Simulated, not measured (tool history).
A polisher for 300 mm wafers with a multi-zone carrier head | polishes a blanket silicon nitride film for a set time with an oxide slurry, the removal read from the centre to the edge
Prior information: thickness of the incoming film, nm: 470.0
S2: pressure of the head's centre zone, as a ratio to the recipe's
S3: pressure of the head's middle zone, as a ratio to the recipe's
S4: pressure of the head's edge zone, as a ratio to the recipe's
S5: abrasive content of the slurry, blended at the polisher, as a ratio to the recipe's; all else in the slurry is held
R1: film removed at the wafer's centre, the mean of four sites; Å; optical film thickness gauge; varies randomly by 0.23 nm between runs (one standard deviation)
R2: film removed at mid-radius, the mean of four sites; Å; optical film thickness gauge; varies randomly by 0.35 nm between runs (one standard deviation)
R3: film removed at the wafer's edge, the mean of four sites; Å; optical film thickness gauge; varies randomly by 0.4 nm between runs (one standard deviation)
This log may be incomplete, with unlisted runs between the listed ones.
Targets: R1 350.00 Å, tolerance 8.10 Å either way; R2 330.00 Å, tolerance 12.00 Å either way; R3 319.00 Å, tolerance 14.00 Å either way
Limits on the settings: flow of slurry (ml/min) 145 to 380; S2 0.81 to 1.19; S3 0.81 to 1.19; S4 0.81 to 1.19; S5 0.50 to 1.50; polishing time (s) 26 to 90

{"run": 1, "hour": 0.0, "flow of slurry (ml/min)": 245, "S2": 1.0, "S3": 1.0, "S4": 1.0, "S5": 1.0, "polishing time (s)": 58, "R1": 281.48, "R2": 284.91, "R3": 276.49}
{"run": 2, "hour": 6.0, "flow of slurry (ml/min)": 245, "S2": 1.0, "S3": 1.0, "S4": 1.0, "S5": 1.1, "polishing time (s)": 58, "R1": 295.87, "R2": 292.48, "R3": 289.2}
{"run": 3, "hour": 6.7, "flow of slurry (ml/min)": 245, "S2": 1.0, "S3": 1.0, "S4": 1.0, "S5": 1.3, "polishing time (s)": 58, "R1": 314.7, "R2": 311.35, "R3": 305.2}
{"run": 4, "hour": 9.4, "flow of slurry (ml/min)": 245, "S2": 1.0, "S3": 1.0, "S4": 1.0, "S5": 1.15, "polishing time (s)": 58, "R1": 295.84, "R2": 298.56, "R3": 296.94}
{"run": 5, "hour": 10.2, "flow of slurry (ml/min)": 200, "S2": 1.0, "S3": 1.0, "S4": 1.0, "S5": 1.15, "polishing time (s)": 58, "R1": 287.05, "R2": 292.66, "R3": 284.32}
{"run": 6, "hour": 18.8, "flow of slurry (ml/min)": 200, "S2": 1.0, "S3": 1.0, "S4": 1.08, "S5": 1.15, "polishing time (s)": 58, "R1": 289.17, "R2": 291.23, "R3": 295.08}
{"run": 7, "hour": 23.5, "flow of slurry (ml/min)": 225, "S2": 1.02, "S3": 1.02, "S4": 1.08, "S5": 1.15, "polishing time (s)": 58, "R1": 301.4, "R2": 301.32, "R3": 308.13}
{"run": 8, "hour": 31.3, "flow of slurry (ml/min)": 245, "S2": 1.03, "S3": 1.03, "S4": 1.06, "S5": 1.15, "polishing time (s)": 58, "R1": 305.97, "R2": 299.28, "R3": 301.88}
{"run": 9, "hour": 36.1, "flow of slurry (ml/min)": 245, "S2": 1.03, "S3": 1.03, "S4": 1.06, "S5": 1.15, "polishing time (s)": 58, "R1": 307.51, "R2": 306.54, "R3": 305.61}
{"run": 10, "hour": 42.1, "flow of slurry (ml/min)": 260, "S2": 1.04, "S3": 1.04, "S4": 1.05, "S5": 1.15, "polishing time (s)": 58, "R1": 310.95, "R2": 307.26, "R3": 302.35}
{"run": 11, "hour": 47.0, "flow of slurry (ml/min)": 275, "S2": 1.05, "S3": 1.05, "S4": 1.05, "S5": 1.15, "polishing time (s)": 58, "R1": 318.45, "R2": 315.06, "R3": 305.81}
{"run": 12, "hour": 52.0, "flow of slurry (ml/min)": 285, "S2": 1.06, "S3": 1.05, "S4": 1.05, "S5": 1.15, "polishing time (s)": 58, "R1": 319.41, "R2": 317.04, "R3": 303.78}
{"run": 13, "hour": 53.6, "flow of slurry (ml/min)": 295, "S2": 1.07, "S3": 1.05, "S4": 1.06, "S5": 1.15, "polishing time (s)": 58, "R1": 326.14, "R2": 318.29, "R3": 309.97}
{"run": 14, "hour": 58.0, "flow of slurry (ml/min)": 305, "S2": 1.08, "S3": 1.05, "S4": 1.06, "S5": 1.15, "polishing time (s)": 58, "R1": 329.67, "R2": 316.77, "R3": 303.16}
{"run": 15, "hour": 66.5, "flow of slurry (ml/min)": 310, "S2": 1.09, "S3": 1.06, "S4": 1.07, "S5": 1.15, "polishing time (s)": 58, "R1": 332.82, "R2": 325.51, "R3": 309.62}
{"run": 16, "hour": 73.2, "flow of slurry (ml/min)": 315, "S2": 1.1, "S3": 1.06, "S4": 1.08, "S5": 1.15, "polishing time (s)": 58, "R1": 334.31, "R2": 324.88, "R3": 306.96}

Pick the move, out of 5, that brings all results within their allowed miss; only one does.
{"run": "A", "hour": 79.9, "flow of slurry (ml/min)": 330, "S2": 1.14, "S3": 1.08, "S4": 0.99, "S5": 1.25, "polishing time (s)": 60, "R1": "?", "R2": "?", "R3": "?"}
{"run": "B", "hour": 79.9, "flow of slurry (ml/min)": 335, "S2": 1.13, "S3": 1.05, "S4": 0.99, "S5": 1.05, "polishing time (s)": 59, "R1": "?", "R2": "?", "R3": "?"}
{"run": "C", "hour": 79.9, "flow of slurry (ml/min)": 215, "S2": 1.1, "S3": 1.02, "S4": 1.0, "S5": 1.25, "polishing time (s)": 62, "R1": "?", "R2": "?", "R3": "?"}
{"run": "D", "hour": 79.9, "flow of slurry (ml/min)": 340, "S2": 1.18, "S3": 1.04, "S4": 1.06, "S5": 1.15, "polishing time (s)": 60, "R1": "?", "R2": "?", "R3": "?"}
{"run": "E", "hour": 79.9, "flow of slurry (ml/min)": 250, "S2": 1.17, "S3": 1.11, "S4": 1.01, "S5": 1.05, "polishing time (s)": 61, "R1": "?", "R2": "?", "R3": "?"}

move=A R1=369.95 R2=356.50 R3=316.30
move=B R1=337.73 R2=320.31 R3=291.12
move=C R1=349.55 R2=333.52 R3=316.28
move=D R1=370.83 R2=335.26 R3=317.67
move=E R1=348.17 R2=336.44 R3=296.48
A: the result that was furthest off in the last run now lies on the other side of its target
B: roughly where the last run was
C: every result within its allowed miss
D: the result that was furthest off in the last run now lies on the other side of its target
E: meets the target for the result that was furthest off, but another lies outside its allowed miss
Move C is the one to make.
